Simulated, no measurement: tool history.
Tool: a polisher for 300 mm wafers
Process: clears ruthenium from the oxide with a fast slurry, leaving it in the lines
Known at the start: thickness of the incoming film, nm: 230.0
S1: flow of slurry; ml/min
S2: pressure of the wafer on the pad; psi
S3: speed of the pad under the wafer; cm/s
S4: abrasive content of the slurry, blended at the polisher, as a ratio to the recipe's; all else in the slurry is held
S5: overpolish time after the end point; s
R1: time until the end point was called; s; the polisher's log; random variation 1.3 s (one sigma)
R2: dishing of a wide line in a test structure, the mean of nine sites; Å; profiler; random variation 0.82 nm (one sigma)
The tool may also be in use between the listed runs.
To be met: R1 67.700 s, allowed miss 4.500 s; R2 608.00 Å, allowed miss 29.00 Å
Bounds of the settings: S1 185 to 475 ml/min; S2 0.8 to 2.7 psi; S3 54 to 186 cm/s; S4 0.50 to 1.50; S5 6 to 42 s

| run | day | S1 | S2 | S3 | S4 | S5 | R1 | R2 |
|---|---|---|---|---|---|---|---|---|
| 1 | 0.000 | 305 | 1.7 | 118 | 1.00 | 21 | 85.063 | 393.39 |
| 2 | 0.100 | 305 | 1.8 | 118 | 1.00 | 23 | 83.937 | 430.53 |
| 3 | 0.388 | 305 | 1.8 | 142 | 1.00 | 23 | 69.548 | 477.38 |
| 4 | 0.729 | 305 | 1.8 | 142 | 1.00 | 24 | 66.174 | 487.03 |
| 5 | 0.988 | 305 | 1.8 | 142 | 0.80 | 24 | 78.737 | 446.14 |
| 6 | 1.100 | 305 | 1.9 | 142 | 0.80 | 25 | 76.882 | 473.56 |
| 7 | 1.433 | 305 | 2.0 | 142 | 0.80 | 26 | 71.192 | 496.50 |
| 8 | 1.483 | 305 | 2.0 | 142 | 0.80 | 27 | 70.216 | 505.11 |
| 9 | 1.667 | 305 | 2.0 | 142 | 0.80 | 28 | 69.607 | 532.48 |
| 10 | 1.712 | 305 | 2.0 | 142 | 0.80 | 28 | 71.645 | 525.76 |
| 11 | 2.000 | 305 | 2.0 | 142 | 0.80 | 29 | 71.415 | 531.60 |

4 next moves are on the table. One of them brings every result within its allowed miss. Which?
| A | 2.288 | 275 | 2.4 | 122 | 0.70 | 24 | ? | ? |
| B | 2.288 | 290 | 1.8 | 156 | 0.85 | 26 | ? | ? |
| C | 2.288 | 450 | 1.8 | 132 | 0.85 | 30 | ? | ? |
| D | 2.288 | 280 | 1.9 | 148 | 0.90 | 34 | ? | ? |

| move | R1 | R2 |
|---|---|---|
| A | 76.571 | 452.41 |
| B | 68.234 | 510.81 |
| C | 78.048 | 513.44 |
| D | 66.174 | 599.85 |
A: further off than the last run
B: further off than the last run
C: further off than the last run
D: meets every target
The right move is D.
